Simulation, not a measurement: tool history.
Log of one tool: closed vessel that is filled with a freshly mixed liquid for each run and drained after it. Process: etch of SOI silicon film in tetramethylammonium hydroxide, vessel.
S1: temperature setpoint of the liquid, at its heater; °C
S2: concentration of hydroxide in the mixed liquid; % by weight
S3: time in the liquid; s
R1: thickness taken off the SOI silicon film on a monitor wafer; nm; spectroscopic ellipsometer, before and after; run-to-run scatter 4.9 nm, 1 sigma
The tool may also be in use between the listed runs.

run 1 hour=0.0 | S1=73.0 S2=18.5 S3=105 | R1=639.36
run 2 hour=1.7 | S1=74.0 S2=18.5 S3=105 | R1=671.10
run 3 hour=7.8 | S1=68.5 S2=18.5 S3=105 | R1=497.97
run 4 hour=9.5 | S1=70.5 S2=18.5 S3=105 | R1=557.55
run 5 hour=16.2 | S1=72.0 S2=18.5 S3=105 | R1=607.84
run 6 hour=20.4 | S1=72.0 S2=18.5 S3=110 | R1=633.61

Estimate the outcome of run 7 from the log above:
run 7 hour=26.7 | S1=73.0 S2=18.5 S3=110 | R1=?

Run 7 produced R1 666.96 nm.
